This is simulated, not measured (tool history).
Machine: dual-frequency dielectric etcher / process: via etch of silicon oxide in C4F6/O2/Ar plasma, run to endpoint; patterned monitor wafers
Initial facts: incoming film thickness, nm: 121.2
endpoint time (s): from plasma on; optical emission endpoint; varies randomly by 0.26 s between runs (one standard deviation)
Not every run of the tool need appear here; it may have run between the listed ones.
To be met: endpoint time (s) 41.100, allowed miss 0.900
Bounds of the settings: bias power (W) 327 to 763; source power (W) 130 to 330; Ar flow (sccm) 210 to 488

run	hour	bias power (W)	source power (W)	Ar flow (sccm)	endpoint time (s)
1	0.0	545	230	349	32.605
2	1.4	500	220	354	34.924
3	5.0	583	220	354	31.967
4	7.1	530	220	355	33.325
5	8.8	486	210	357	36.366
6	12.3	486	250	357	34.079
7	14.4	377	200	380	44.197
8	17.8	389	200	380	43.177
9	24.7	397	200	380	42.849

4 candidate next runs follow, results not yet known. Just one meets every target within its allowed miss. Identify it.
A	31.6	385	210	411	?
B	31.6	389	210	404	?
C	31.6	399	220	379	?
D	31.6	388	200	377	?

move	endpoint time (s)
A	43.555
B	43.120
C	41.318
D	43.428
A: misses by more than the last run did
B: misses by more than the last run did
C: all results in spec
D: misses by more than the last run did
The move that meets every target is C.
